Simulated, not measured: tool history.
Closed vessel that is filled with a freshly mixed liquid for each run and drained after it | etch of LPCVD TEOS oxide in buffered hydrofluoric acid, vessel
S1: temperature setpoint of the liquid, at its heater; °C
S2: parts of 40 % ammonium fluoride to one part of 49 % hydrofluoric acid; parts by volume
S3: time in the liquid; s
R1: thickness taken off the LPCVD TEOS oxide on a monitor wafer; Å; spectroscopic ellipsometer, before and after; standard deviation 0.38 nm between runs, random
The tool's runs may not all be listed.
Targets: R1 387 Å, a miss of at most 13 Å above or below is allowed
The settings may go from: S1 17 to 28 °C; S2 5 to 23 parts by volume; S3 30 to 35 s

run 1 hour=0 | S1=20 S2=14 S3=35 | R1=471.52
run 2 hour=5.2 | S1=20 S2=14 S3=35 | R1=475.67
run 3 hour=8.1 | S1=19.5 S2=14 S3=35 | R1=462.75
run 4 hour=13.7 | S1=19.5 S2=14 S3=35 | R1=460.36
run 5 hour=21.2 | S1=19.5 S2=11.5 S3=35 | R1=555.62
run 6 hour=22.7 | S1=22.5 S2=11.5 S3=35 | R1=651.72
run 7 hour=28.9 | S1=21.5 S2=12 S3=35 | R1=601.51
run 8 hour=30.7 | S1=21 S2=12.5 S3=35 | R1=555.8
run 9 hour=37.5 | S1=20.5 S2=13 S3=35 | R1=521.85
run 10 hour=40.5 | S1=20 S2=13 S3=35 | R1=504.68
run 11 hour=45.7 | S1=19.5 S2=13 S3=35 | R1=494.66
run 12 hour=52.7 | S1=19 S2=13 S3=35 | R1=480.6
run 13 hour=60.8 | S1=18.5 S2=13 S3=35 | R1=467.27

Next run, 4 choices. One meets every target within its allowed miss, the rest don't. Which?
run A hour=68.9 | S1=17.5 S2=13.5 S3=35 | R1=?
run B hour=68.9 | S1=22.5 S2=16 S3=30 | R1=?
run C hour=68.9 | S1=21 S2=15.5 S3=30 | R1=?
run D hour=68.9 | S1=21 S2=14.5 S3=35 | R1=?

move=A R1=427.83
move=B R1=410.71
move=C R1=389.93
move=D R1=485.76
A: an improvement on the last run, though not all results are within tolerance
B: an improvement on the last run, though not all results are within tolerance
C: in spec on every target
D: moves away from the targets compared with the last run
So the answer is move C, the one that meets all the targets.
